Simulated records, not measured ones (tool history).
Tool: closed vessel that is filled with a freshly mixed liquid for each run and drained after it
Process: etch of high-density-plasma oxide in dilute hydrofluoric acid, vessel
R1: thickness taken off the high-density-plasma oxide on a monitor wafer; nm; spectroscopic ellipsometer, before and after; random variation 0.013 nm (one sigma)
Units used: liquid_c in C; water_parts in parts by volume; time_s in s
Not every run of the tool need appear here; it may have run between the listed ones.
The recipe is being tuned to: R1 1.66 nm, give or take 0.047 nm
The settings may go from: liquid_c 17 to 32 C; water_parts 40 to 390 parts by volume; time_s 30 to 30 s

Run 1, hour 0: liquid_c 24 C, water_parts 215 parts by volume, time_s 30 s. Result: R1 1.4372 nm.
Run 2, hour 4.2: liquid_c 25 C, water_parts 215 parts by volume, time_s 30 s. Result: R1 1.4791 nm.
Run 3, hour 11.1: liquid_c 25.5 C, water_parts 215 parts by volume, time_s 30 s. Result: R1 1.5238 nm.
Run 4, hour 17.3: liquid_c 26 C, water_parts 215 parts by volume, time_s 30 s. Result: R1 1.5394 nm.
Run 5, hour 24.5: liquid_c 22.5 C, water_parts 215 parts by volume, time_s 30 s. Result: R1 1.3566 nm.
Run 6, hour 25.6: liquid_c 24 C, water_parts 215 parts by volume, time_s 30 s. Result: R1 1.436 nm.
Run 7, hour 27.1: liquid_c 25 C, water_parts 215 parts by volume, time_s 30 s. Result: R1 1.4758 nm.
Run 8, hour 28.5: liquid_c 25.5 C, water_parts 215 parts by volume, time_s 30 s. Result: R1 1.4977 nm.
Run 9, hour 32.9: liquid_c 26 C, water_parts 215 parts by volume, time_s 30 s. Result: R1 1.5692 nm.
Run 10, hour 34.2: liquid_c 26.5 C, water_parts 215 parts by volume, time_s 30 s. Result: R1 1.5771 nm.

Exactly one of the 5 candidate moves below puts every result within its allowed miss. Which one?
Run A, hour 35.5: liquid_c 25.5 C, water_parts 215 parts by volume, time_s 30 s. Result: R1 ?.
Run B, hour 35.5: liquid_c 25.5 C, water_parts 225 parts by volume, time_s 30 s. Result: R1 ?.
Run C, hour 35.5: liquid_c 27.5 C, water_parts 210 parts by volume, time_s 30 s. Result: R1 ?.
Run D, hour 35.5: liquid_c 27 C, water_parts 220 parts by volume, time_s 30 s. Result: R1 ?.
Run E, hour 35.5: liquid_c 24 C, water_parts 205 parts by volume, time_s 30 s. Result: R1 ?.

move      R1
   A  1.5036
   B  1.4212
   C  1.6624
   D  1.5415
   E  1.5093
A: moves away from the targets compared with the last run
B: moves away from the targets compared with the last run
C: each result inside its tolerance
D: moves away from the targets compared with the last run
E: moves away from the targets compared with the last run
Move C is the one to make.
